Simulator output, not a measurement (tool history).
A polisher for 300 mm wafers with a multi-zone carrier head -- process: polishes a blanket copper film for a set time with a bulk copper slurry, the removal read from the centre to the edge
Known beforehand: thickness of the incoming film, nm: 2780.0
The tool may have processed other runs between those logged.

| run | hour | flow of slurry (ml/min) | pressure of the head's centre zone | pressure of the head's middle zone | pressure of the head's edge zone | abrasive content of the slurry | polishing time (s) | film removed at the wafer's centre (nm) | film removed at mid-radius (nm) | film removed at the wafer's edge (nm) |
|---|---|---|---|---|---|---|---|---|---|---|
| 1 | 0 | 265 | 1 | 1 | 1 | 1 | 73 | 400.27 | 389.46 | 392.94 |
| 2 | 6.9 | 265 | 1 | 1 | 0.95 | 1 | 73 | 401.14 | 393.11 | 383.48 |
| 3 | 9.4 | 260 | 1.01 | 0.97 | 0.94 | 0.9 | 72 | 385.42 | 366.67 | 367.95 |
| 4 | 12.9 | 200 | 1.01 | 0.97 | 0.94 | 0.9 | 72 | 369.86 | 342.35 | 353.43 |
| 5 | 14.2 | 170 | 1.01 | 0.97 | 0.94 | 0.9 | 72 | 351.63 | 334.4 | 345.39 |
| 6 | 19.6 | 170 | 1.01 | 0.97 | 0.94 | 0.9 | 58 | 281.71 | 276.04 | 276.49 |

Expected results for the next run?
| 7 | 22.2 | 195 | 1.03 | 0.96 | 0.96 | 0.9 | 58 | ? | ? | ? |

Logged for run 7: film removed at the wafer's centre (nm) 301.8, film removed at mid-radius (nm) 280.08, film removed at the wafer's edge (nm) 285.94.

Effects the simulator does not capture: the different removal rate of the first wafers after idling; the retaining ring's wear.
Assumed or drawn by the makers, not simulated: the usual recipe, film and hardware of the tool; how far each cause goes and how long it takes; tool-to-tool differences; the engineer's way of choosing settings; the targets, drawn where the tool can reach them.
